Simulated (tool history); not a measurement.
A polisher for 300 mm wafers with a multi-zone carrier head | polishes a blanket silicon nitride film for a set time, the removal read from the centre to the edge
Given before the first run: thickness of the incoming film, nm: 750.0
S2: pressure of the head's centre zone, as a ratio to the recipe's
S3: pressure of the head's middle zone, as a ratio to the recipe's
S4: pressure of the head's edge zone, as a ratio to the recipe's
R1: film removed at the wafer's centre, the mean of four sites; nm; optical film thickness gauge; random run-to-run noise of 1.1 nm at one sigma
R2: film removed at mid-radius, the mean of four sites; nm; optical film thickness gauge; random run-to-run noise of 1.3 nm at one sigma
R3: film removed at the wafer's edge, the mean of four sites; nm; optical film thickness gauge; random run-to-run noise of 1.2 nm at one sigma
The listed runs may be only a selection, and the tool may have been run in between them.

Run 1, hour 0: flow of slurry (ml/min) 255, S2 1, S3 1, S4 1, polishing time (s) 61. Result: R1 116.77 nm, R2 118.9 nm, R3 117.75 nm.
Run 2, hour 3.7: flow of slurry (ml/min) 255, S2 1.04, S3 1, S4 1, polishing time (s) 61. Result: R1 121.07 nm, R2 117.43 nm, R3 119.82 nm.
Run 3, hour 10: flow of slurry (ml/min) 255, S2 1.04, S3 1, S4 1.07, polishing time (s) 61. Result: R1 120.05 nm, R2 118.77 nm, R3 122.18 nm.
Run 4, hour 11.8: flow of slurry (ml/min) 255, S2 1.04, S3 1, S4 1.1, polishing time (s) 61. Result: R1 121.57 nm, R2 115.93 nm, R3 124.57 nm.
Run 5, hour 19.5: flow of slurry (ml/min) 270, S2 1.06, S3 1.01, S4 1.09, polishing time (s) 62. Result: R1 126.96 nm, R2 122.88 nm, R3 126.41 nm.
Run 6, hour 20.4: flow of slurry (ml/min) 270, S2 1.06, S3 1.01, S4 1.05, polishing time (s) 62. Result: R1 126.04 nm, R2 122.69 nm, R3 124.93 nm.
Run 7, hour 24.9: flow of slurry (ml/min) 280, S2 1.08, S3 1.01, S4 1.04, polishing time (s) 63. Result: R1 132.23 nm, R2 124.5 nm, R3 124.67 nm.
Run 8, hour 30.4: flow of slurry (ml/min) 280, S2 1.08, S3 1.01, S4 1.04, polishing time (s) 63. Result: R1 130.97 nm, R2 123.06 nm, R3 124.61 nm.
Run 9, hour 37: flow of slurry (ml/min) 285, S2 1.09, S3 1.02, S4 1.05, polishing time (s) 64. Result: R1 134.24 nm, R2 127.48 nm, R3 128.06 nm.

Predict the results of run 10:
Run 10, hour 45.9: flow of slurry (ml/min) 295, S2 1.1, S3 1.02, S4 1.05, polishing time (s) 65. Result: R1 ?, R2 ?, R3 ?.

{"run 10": {"R1": 138.27, "R2": 129.05, "R3": 129.84}}
